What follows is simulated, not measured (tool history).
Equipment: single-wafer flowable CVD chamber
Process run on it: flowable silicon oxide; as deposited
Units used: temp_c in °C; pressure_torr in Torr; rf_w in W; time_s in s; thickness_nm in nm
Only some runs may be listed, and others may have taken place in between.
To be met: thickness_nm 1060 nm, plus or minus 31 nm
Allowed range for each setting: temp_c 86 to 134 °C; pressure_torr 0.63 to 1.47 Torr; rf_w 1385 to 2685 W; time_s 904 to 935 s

run  hour  temp_c  pressure_torr  rf_w  time_s  thickness_nm
  1     0     110           1.05  2035     904        595.51
  2     1     118           1.05  2035     904        479.14
  3   5.9     110           1.05  2035     904        599.89
  4   7.5      99           1.05  2035     904        822.93
  5  12.1      97           1.05  2035     904        870.66
  6  16.5      97           1.05  1785     904        851.59
  7  24.1      95           1.05  1785     904        891.55
     29.6  -- capacitance manometer re-zeroed and calibrated
  8  29.6      94           1.05  1785     904        850.35
  9  31.4      92           1.05  1785     904        919.88
 10  40.5      91           1.05  1785     904        937.82

Which single option among these 5 for the next run brings every result within its allowed miss of target? Just one does.
  A  49.6      95           1.01  1750     904             ?
  B  49.6      92           1.31  1820     920             ?
  C  49.6     100           1.21  1615     918             ?
  D  49.6      86           1.04  1835     935             ?
  E  49.6      92           1.23  1665     935             ?

move  thickness_nm
   A        794.99
   B        1148.1
   C           809
   D        1115.8
   E        1066.7
A: misses by more than the last run did
B: pushes the last run's worst result past its target
C: misses by more than the last run did
D: pushes the last run's worst result past its target
E: all results land within tolerance of their targets
So the answer is move E, the one that meets all the targets.
